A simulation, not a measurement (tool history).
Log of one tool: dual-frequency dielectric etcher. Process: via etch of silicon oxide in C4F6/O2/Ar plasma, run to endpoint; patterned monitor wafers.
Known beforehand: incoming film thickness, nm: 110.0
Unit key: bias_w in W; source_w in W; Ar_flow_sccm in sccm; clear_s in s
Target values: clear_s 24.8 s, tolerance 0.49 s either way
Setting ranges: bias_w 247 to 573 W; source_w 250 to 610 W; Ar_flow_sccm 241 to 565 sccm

run,day,bias_w,source_w,Ar_flow_sccm,clear_s
1,0,410,430,403,29.324
2,0.375,380,430,403,30.227
3,0.417,380,370,403,33.211
4,0.725,380,370,360,32.735
5,0.854,380,440,360,29.483
6,1.05,415,440,360,28.553
# day 1.425: source power generator calibrated
7,1.425,434,440,360,27.531
8,1.567,445,440,360,27.034
9,1.933,454,440,360,26.848
10,2.3,463,440,360,26.57
11,2.433,471,440,360,26.501
12,2.492,479,440,360,26.222
13,2.846,486,440,360,26.255
14,2.975,493,440,360,26.051

Exactly one of the 4 candidate moves below puts every result within its allowed miss. Which one?
A,3.104,503,470,359,?
B,3.104,486,410,358,?
C,3.104,439,400,406,?
D,3.104,518,370,276,?

move,clear_s
A,24.864
B,27.212
C,29.076
D,27.46
A: all results in spec
B: lands further from the targets than the last run did
C: lands further from the targets than the last run did
D: lands further from the targets than the last run did
Move A is the one to make.
